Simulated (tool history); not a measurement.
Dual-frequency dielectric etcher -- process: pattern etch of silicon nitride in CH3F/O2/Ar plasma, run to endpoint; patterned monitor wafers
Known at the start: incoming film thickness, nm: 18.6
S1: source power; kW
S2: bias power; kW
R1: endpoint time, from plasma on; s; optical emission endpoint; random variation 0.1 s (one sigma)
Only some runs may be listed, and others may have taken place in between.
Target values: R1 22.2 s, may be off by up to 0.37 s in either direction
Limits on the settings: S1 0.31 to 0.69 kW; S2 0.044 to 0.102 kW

run 1 hour=0 | S1=0.5 S2=0.073 | R1=25.581
run 2 hour=7.1 | S1=0.52 S2=0.074 | R1=25.159
run 3 hour=11.5 | S1=0.54 S2=0.075 | R1=24.698
run 4 hour=14 | S1=0.54 S2=0.083 | R1=23.94
run 5 hour=15.5 | S1=0.54 S2=0.072 | R1=24.842
run 6 hour=20.1 | S1=0.56 S2=0.073 | R1=24.385
run 7 hour=25.8 | S1=0.57 S2=0.073 | R1=24.269
run 8 hour=33.1 | S1=0.58 S2=0.073 | R1=24.295

Which one of the following 4 next-run settings gets every result inside its allowed miss? There is exactly one.
run A hour=40.4 | S1=0.45 S2=0.079 | R1=?
run B hour=40.4 | S1=0.64 S2=0.085 | R1=?
run C hour=40.4 | S1=0.67 S2=0.096 | R1=?
run D hour=40.4 | S1=0.53 S2=0.064 | R1=?

move=A R1=26.199
move=B R1=22.301
move=C R1=21.176
move=D R1=25.879
A: its largest miss is bigger than the last run's
B: each result inside its tolerance
C: takes the result that was furthest off past its target
D: its largest miss is bigger than the last run's
Answer: B

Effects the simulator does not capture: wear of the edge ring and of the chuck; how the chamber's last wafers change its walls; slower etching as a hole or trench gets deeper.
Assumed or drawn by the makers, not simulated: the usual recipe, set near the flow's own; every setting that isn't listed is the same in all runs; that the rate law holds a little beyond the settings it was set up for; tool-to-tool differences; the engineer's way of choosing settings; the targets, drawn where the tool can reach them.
